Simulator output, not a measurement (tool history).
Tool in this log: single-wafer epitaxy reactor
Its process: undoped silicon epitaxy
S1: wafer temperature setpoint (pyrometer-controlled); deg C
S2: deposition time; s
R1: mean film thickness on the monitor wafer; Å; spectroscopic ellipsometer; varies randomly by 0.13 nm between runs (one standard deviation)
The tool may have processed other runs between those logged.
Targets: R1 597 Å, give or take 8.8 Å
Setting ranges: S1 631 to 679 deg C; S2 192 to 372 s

run,hour,S1,S2,R1
1,0,655,282,536.26
2,1,655,251,476.87
3,3.9,655,210,399.37
4,8.3,660,210,441.56
5,12.5,660,229,482.5
6,13.5,660,266,561.94
7,19.1,661,266,571.4
8,26.6,662,266,586.15

Exercise: of the 5 proposed moves below, exactly one satisfies all targets within the stated allowed misses. Which move is it?
A,34.1,660,284,?
B,34.1,666,241,?
C,34.1,672,210,?
D,34.1,662,257,?
E,34.1,655,302,?

move,R1
A,597.28
B,574.63
C,566.78
D,563.69
E,571.35
A: all results in spec
B: its largest miss is bigger than the last run's
C: its largest miss is bigger than the last run's
D: its largest miss is bigger than the last run's
E: its largest miss is bigger than the last run's
The right move is A.

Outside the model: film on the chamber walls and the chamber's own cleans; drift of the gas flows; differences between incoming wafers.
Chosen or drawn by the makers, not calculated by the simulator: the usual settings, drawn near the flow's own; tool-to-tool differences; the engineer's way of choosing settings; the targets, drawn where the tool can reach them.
